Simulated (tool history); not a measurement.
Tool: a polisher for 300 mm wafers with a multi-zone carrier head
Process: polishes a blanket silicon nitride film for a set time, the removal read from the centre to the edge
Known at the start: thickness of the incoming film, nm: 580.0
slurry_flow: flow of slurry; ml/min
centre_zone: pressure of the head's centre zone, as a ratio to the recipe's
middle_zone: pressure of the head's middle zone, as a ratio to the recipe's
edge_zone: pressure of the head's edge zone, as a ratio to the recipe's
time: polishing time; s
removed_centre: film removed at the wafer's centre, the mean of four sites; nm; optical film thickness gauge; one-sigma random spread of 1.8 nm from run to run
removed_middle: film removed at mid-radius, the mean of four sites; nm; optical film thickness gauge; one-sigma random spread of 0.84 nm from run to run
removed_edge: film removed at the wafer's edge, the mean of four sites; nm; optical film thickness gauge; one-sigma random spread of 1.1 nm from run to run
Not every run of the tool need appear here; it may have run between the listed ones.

Run 1, hour 0.0: slurry_flow 130 ml/min, centre_zone 1.00, middle_zone 1.00, edge_zone 1.00, time 43 s. Result: removed_centre 88.002 nm, removed_middle 86.265 nm, removed_edge 91.479 nm.
Run 2, hour 7.9: slurry_flow 130 ml/min, centre_zone 1.00, middle_zone 1.04, edge_zone 1.00, time 43 s. Result: removed_centre 86.144 nm, removed_middle 88.918 nm, removed_edge 92.767 nm.
Run 3, hour 8.6: slurry_flow 140 ml/min, centre_zone 1.02, middle_zone 1.06, edge_zone 0.98, time 44 s. Result: removed_centre 91.642 nm, removed_middle 94.411 nm, removed_edge 95.954 nm.
Run 4, hour 9.4: slurry_flow 140 ml/min, centre_zone 1.02, middle_zone 1.06, edge_zone 0.90, time 44 s. Result: removed_centre 92.371 nm, removed_middle 94.517 nm, removed_edge 90.878 nm.
Run 5, hour 18.1: slurry_flow 150 ml/min, centre_zone 1.04, middle_zone 1.08, edge_zone 0.90, time 45 s. Result: removed_centre 96.021 nm, removed_middle 99.931 nm, removed_edge 94.635 nm.
Run 6, hour 22.4: slurry_flow 180 ml/min, centre_zone 1.04, middle_zone 1.08, edge_zone 0.90, time 45 s. Result: removed_centre 105.250 nm, removed_middle 106.100 nm, removed_edge 98.461 nm.
Run 7, hour 28.3: slurry_flow 185 ml/min, centre_zone 1.05, middle_zone 1.09, edge_zone 0.91, time 46 s. Result: removed_centre 110.040 nm, removed_middle 111.640 nm, removed_edge 101.010 nm.
Run 8, hour 29.4: slurry_flow 190 ml/min, centre_zone 1.13, middle_zone 1.17, edge_zone 1.01, time 50 s. Result: removed_centre 129.270 nm, removed_middle 127.360 nm, removed_edge 115.560 nm.
Run 9, hour 34.8: slurry_flow 195 ml/min, centre_zone 1.12, middle_zone 1.18, edge_zone 1.00, time 50 s. Result: removed_centre 128.880 nm, removed_middle 127.430 nm, removed_edge 116.380 nm.
Run 10, hour 36.8: slurry_flow 195 ml/min, centre_zone 1.12, middle_zone 1.18, edge_zone 0.99, time 50 s. Result: removed_centre 127.530 nm, removed_middle 128.210 nm, removed_edge 116.560 nm.
Run 11, hour 44.6: slurry_flow 195 ml/min, centre_zone 1.12, middle_zone 1.18, edge_zone 0.98, time 50 s. Result: removed_centre 128.290 nm, removed_middle 129.150 nm, removed_edge 117.590 nm.

Run 12, settings as shown, results not yet in. Your forecast:
Run 12, hour 49.9: slurry_flow 195 ml/min, centre_zone 1.12, middle_zone 1.18, edge_zone 0.97, time 50 s. Result: removed_centre ?, removed_middle ?, removed_edge ?.

Run 12 yielded removed_centre 130.410 nm, removed_middle 129.500 nm, removed_edge 113.710 nm.
